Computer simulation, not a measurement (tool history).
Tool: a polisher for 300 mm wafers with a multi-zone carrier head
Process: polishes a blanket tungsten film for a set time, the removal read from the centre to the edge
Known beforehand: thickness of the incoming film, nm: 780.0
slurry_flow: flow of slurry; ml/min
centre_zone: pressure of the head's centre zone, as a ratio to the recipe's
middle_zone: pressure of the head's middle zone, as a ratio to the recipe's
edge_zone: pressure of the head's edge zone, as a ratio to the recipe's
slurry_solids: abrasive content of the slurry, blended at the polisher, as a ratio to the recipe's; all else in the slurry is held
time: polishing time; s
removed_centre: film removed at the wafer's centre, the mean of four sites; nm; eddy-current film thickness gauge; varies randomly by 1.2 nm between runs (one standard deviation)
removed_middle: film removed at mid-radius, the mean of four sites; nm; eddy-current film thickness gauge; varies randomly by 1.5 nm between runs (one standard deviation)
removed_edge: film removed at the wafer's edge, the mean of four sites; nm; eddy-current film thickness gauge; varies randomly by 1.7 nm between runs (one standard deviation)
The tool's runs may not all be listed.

Run 1, day 0.000: slurry_flow 175 ml/min, centre_zone 1.00, middle_zone 1.00, edge_zone 1.00, slurry_solids 1.00, time 35 s. Result: removed_centre 231.84 nm, removed_middle 221.19 nm, removed_edge 229.62 nm.
Run 2, day 0.062: slurry_flow 155 ml/min, centre_zone 1.00, middle_zone 1.00, edge_zone 1.00, slurry_solids 1.00, time 35 s. Result: removed_centre 225.59 nm, removed_middle 222.39 nm, removed_edge 224.12 nm.
Run 3, day 0.212: slurry_flow 150 ml/min, centre_zone 0.96, middle_zone 0.95, edge_zone 0.96, slurry_solids 0.85, time 34 s. Result: removed_centre 201.51 nm, removed_middle 188.82 nm, removed_edge 201.55 nm.
Run 4, day 0.421: slurry_flow 150 ml/min, centre_zone 0.96, middle_zone 0.95, edge_zone 0.96, slurry_solids 1.05, time 34 s. Result: removed_centre 215.03 nm, removed_middle 205.15 nm, removed_edge 216.71 nm.
Run 5, day 0.579: slurry_flow 135 ml/min, centre_zone 0.96, middle_zone 0.95, edge_zone 0.96, slurry_solids 1.05, time 34 s. Result: removed_centre 205.35 nm, removed_middle 202.56 nm, removed_edge 208.58 nm.
Run 6, day 0.921: slurry_flow 135 ml/min, centre_zone 0.96, middle_zone 0.95, edge_zone 0.96, slurry_solids 1.05, time 43 s. Result: removed_centre 264.25 nm, removed_middle 253.99 nm, removed_edge 267.20 nm.

Forecast run 7:
Run 7, day 0.988: slurry_flow 125 ml/min, centre_zone 0.92, middle_zone 0.94, edge_zone 0.93, slurry_solids 0.85, time 40 s. Result: removed_centre ?, removed_middle ?, removed_edge ?.

removed_centre: 215.08 nm
removed_middle: 216.21 nm
removed_edge: 227.01 nm

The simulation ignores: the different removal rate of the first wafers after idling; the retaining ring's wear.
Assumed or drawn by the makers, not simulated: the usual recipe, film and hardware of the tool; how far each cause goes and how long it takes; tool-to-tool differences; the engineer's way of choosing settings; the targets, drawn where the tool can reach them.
